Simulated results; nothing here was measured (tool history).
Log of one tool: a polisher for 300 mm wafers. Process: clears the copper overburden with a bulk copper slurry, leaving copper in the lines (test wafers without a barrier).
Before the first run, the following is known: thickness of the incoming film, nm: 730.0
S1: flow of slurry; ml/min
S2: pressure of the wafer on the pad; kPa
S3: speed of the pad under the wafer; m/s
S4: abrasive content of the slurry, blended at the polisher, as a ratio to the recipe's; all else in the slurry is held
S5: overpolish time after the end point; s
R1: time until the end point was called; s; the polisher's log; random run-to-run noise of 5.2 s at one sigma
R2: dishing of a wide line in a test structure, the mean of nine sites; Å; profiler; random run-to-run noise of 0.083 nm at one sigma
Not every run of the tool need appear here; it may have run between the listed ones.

{"run": 1, "hour": 0.0, "S1": 260, "S2": 15.9, "S3": 1.02, "S4": 1.0, "S5": 17, "R1": 125.81, "R2": 195.52}
{"run": 2, "hour": 3.3, "S1": 270, "S2": 13.8, "S3": 0.88, "S4": 1.05, "S5": 14, "R1": 163.54, "R2": 175.07}
{"run": 3, "hour": 6.5, "S1": 305, "S2": 11.7, "S3": 0.76, "S4": 1.15, "S5": 12, "R1": 214.19, "R2": 154.26}
{"run": 4, "hour": 12.1, "S1": 330, "S2": 10.3, "S3": 0.7, "S4": 1.25, "S5": 10, "R1": 249.15, "R2": 128.02}
{"hour": 15.5, "done": "slurry nozzle cleaned"}
{"run": 5, "hour": 15.5, "S1": 350, "S2": 9.7, "S3": 0.7, "S4": 1.3, "S5": 9, "R1": 259.67, "R2": 120.77}
{"run": 6, "hour": 19.8, "S1": 350, "S2": 9.7, "S3": 0.7, "S4": 1.3, "S5": 5, "R1": 265.32, "R2": 82.947}
{"run": 7, "hour": 22.0, "S1": 350, "S2": 9.0, "S3": 0.7, "S4": 1.3, "S5": 5, "R1": 286.0, "R2": 76.881}

The next listed run, before its measurement:
{"run": 8, "hour": 27.5, "S1": 350, "S2": 9.0, "S3": 0.68, "S4": 1.3, "S5": 5, "R1": "?", "R2": "?"}

R1: 290.55 s
R2: 75.241 Å
